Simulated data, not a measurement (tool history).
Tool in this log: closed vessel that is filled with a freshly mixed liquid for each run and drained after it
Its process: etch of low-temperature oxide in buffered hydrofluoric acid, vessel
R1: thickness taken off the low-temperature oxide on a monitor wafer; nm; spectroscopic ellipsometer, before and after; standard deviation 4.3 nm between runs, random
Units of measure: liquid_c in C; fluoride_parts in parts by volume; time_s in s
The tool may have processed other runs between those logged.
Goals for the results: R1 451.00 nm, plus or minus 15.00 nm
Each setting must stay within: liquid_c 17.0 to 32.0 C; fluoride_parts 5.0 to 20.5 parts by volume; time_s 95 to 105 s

{"run": 1, "hour": 0.0, "liquid_c": 25.0, "fluoride_parts": 12.5, "time_s": 95, "R1": 179.25}
{"run": 2, "hour": 7.8, "liquid_c": 25.0, "fluoride_parts": 10.0, "time_s": 95, "R1": 221.66}
{"run": 3, "hour": 11.1, "liquid_c": 26.0, "fluoride_parts": 9.5, "time_s": 95, "R1": 241.92}
{"run": 4, "hour": 13.2, "liquid_c": 27.0, "fluoride_parts": 9.0, "time_s": 95, "R1": 263.58}
{"run": 5, "hour": 20.3, "liquid_c": 29.0, "fluoride_parts": 9.0, "time_s": 95, "R1": 291.78}
{"run": 6, "hour": 24.7, "liquid_c": 31.0, "fluoride_parts": 9.0, "time_s": 95, "R1": 324.18}
{"run": 7, "hour": 30.6, "liquid_c": 31.0, "fluoride_parts": 8.5, "time_s": 95, "R1": 348.24}
{"run": 8, "hour": 34.2, "liquid_c": 31.0, "fluoride_parts": 8.0, "time_s": 95, "R1": 367.29}
{"run": 9, "hour": 39.8, "liquid_c": 31.0, "fluoride_parts": 7.5, "time_s": 95, "R1": 400.27}

Consider the 4 candidate settings below. Which is the only one whose results all fall within their allowed miss of target?
{"run": "A", "hour": 45.4, "liquid_c": 32.0, "fluoride_parts": 7.0, "time_s": 105, "R1": "?"}
{"run": "B", "hour": 45.4, "liquid_c": 31.5, "fluoride_parts": 6.0, "time_s": 95, "R1": "?"}
{"run": "C", "hour": 45.4, "liquid_c": 27.0, "fluoride_parts": 5.5, "time_s": 100, "R1": "?"}
{"run": "D", "hour": 45.4, "liquid_c": 31.5, "fluoride_parts": 6.5, "time_s": 100, "R1": "?"}

move=A R1=493.45
move=B R1=497.08
move=C R1=444.57
move=D R1=488.30
A: pushes the last run's worst result past its target
B: pushes the last run's worst result past its target
C: in spec on every target
D: pushes the last run's worst result past its target
The right move is C.
